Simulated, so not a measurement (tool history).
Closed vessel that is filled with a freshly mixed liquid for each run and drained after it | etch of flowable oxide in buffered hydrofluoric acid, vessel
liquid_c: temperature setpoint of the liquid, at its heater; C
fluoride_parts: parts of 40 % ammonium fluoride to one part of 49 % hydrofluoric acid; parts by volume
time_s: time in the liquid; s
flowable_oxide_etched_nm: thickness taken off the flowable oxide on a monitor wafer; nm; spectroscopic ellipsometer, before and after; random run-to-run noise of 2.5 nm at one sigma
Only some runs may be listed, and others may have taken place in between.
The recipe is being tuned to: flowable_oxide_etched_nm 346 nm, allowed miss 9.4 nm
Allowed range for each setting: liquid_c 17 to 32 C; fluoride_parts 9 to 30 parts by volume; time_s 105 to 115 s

{"run": 1, "day": 0.0, "liquid_c": 25, "fluoride_parts": 24, "time_s": 105, "flowable_oxide_etched_nm": 169.21}
{"run": 2, "day": 0.375, "liquid_c": 25.5, "fluoride_parts": 23, "time_s": 105, "flowable_oxide_etched_nm": 176.88}
{"run": 3, "day": 0.429, "liquid_c": 26, "fluoride_parts": 21.5, "time_s": 105, "flowable_oxide_etched_nm": 190.51}
{"run": 4, "day": 0.471, "liquid_c": 29.5, "fluoride_parts": 21.5, "time_s": 105, "flowable_oxide_etched_nm": 230.1}
{"run": 5, "day": 0.625, "liquid_c": 29.5, "fluoride_parts": 21.5, "time_s": 105, "flowable_oxide_etched_nm": 232.67}
{"run": 6, "day": 0.896, "liquid_c": 29.5, "fluoride_parts": 21.5, "time_s": 105, "flowable_oxide_etched_nm": 230.24}
{"run": 7, "day": 1.212, "liquid_c": 29.5, "fluoride_parts": 20.5, "time_s": 105, "flowable_oxide_etched_nm": 238.25}
{"run": 8, "day": 1.317, "liquid_c": 29.5, "fluoride_parts": 19.5, "time_s": 105, "flowable_oxide_etched_nm": 249.65}
{"run": 9, "day": 1.642, "liquid_c": 29.5, "fluoride_parts": 19, "time_s": 105, "flowable_oxide_etched_nm": 253.03}
{"run": 10, "day": 1.908, "liquid_c": 29.5, "fluoride_parts": 18.5, "time_s": 105, "flowable_oxide_etched_nm": 259.42}
{"run": 11, "day": 2.042, "liquid_c": 29.5, "fluoride_parts": 18, "time_s": 105, "flowable_oxide_etched_nm": 270.04}

Exactly one of the 5 candidate moves below puts every result within its allowed miss. Which one?
{"run": "A", "day": 2.175, "liquid_c": 31.5, "fluoride_parts": 15, "time_s": 110, "flowable_oxide_etched_nm": "?"}
{"run": "B", "day": 2.175, "liquid_c": 31.5, "fluoride_parts": 14.5, "time_s": 105, "flowable_oxide_etched_nm": "?"}
{"run": "C", "day": 2.175, "liquid_c": 32, "fluoride_parts": 16.5, "time_s": 115, "flowable_oxide_etched_nm": "?"}
{"run": "D", "day": 2.175, "liquid_c": 31, "fluoride_parts": 15.5, "time_s": 115, "flowable_oxide_etched_nm": "?"}
{"run": "E", "day": 2.175, "liquid_c": 26.5, "fluoride_parts": 13, "time_s": 115, "flowable_oxide_etched_nm": "?"}

move=A flowable_oxide_etched_nm=375.2
move=B flowable_oxide_etched_nm=370.23
move=C flowable_oxide_etched_nm=366.7
move=D flowable_oxide_etched_nm=370.07
move=E flowable_oxide_etched_nm=346.4
A: pushes the last run's worst result past its target
B: pushes the last run's worst result past its target
C: pushes the last run's worst result past its target
D: pushes the last run's worst result past its target
E: all results land within tolerance of their targets
Correct choice: E, which meets every target
